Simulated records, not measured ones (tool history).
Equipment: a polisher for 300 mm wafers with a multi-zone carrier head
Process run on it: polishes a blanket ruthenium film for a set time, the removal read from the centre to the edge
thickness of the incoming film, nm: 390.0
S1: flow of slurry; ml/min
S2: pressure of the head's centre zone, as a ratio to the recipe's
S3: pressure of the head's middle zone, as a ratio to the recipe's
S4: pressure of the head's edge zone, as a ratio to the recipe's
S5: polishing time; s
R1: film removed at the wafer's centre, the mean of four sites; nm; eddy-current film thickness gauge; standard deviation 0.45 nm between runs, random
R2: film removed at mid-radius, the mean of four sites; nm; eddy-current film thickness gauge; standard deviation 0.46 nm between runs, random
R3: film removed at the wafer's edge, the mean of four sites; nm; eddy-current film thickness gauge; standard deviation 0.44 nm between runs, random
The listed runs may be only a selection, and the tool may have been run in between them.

run    day   S1    S2    S3    S4  S5      R1      R2      R3
  1      0  145     1     1     1  53   48.38  49.616  51.244
  2  0.367  145  1.01     1  0.97  50  46.459  46.457  47.311
  3  0.412  145  1.01     1  0.97  42  38.079  40.205  40.119
  4   0.75  140  1.02  0.99  0.95  42  38.578  39.205   39.45
  5  0.971  140  1.02  0.99  0.95  52  49.462  47.206  48.377
  6  1.171  140  1.02  0.99  0.95  59  56.291  54.453  55.306
  7  1.375  135  1.02  0.99  0.93  55  51.504  50.537  50.095
  8  1.742  130  1.02  0.98  0.91  52  47.401  46.705  47.411
  9  1.979  130  1.02  0.98  0.91  52  47.616  47.383  46.809
 10  2.096  130  1.02  0.97   0.9  49  45.443  43.189  43.429
 11  2.312  130  1.01  0.97  0.89  47  42.743  41.589  41.618
 12  2.654  115  1.01  0.97  0.82  38  34.143  33.034  31.782

Forecast run 13:
 13  2.904  120  1.01  0.97  0.83  38   ?   ?   ?

{"run 13": {"R1": 33.568, "R2": 33.54, "R3": 32.845}}
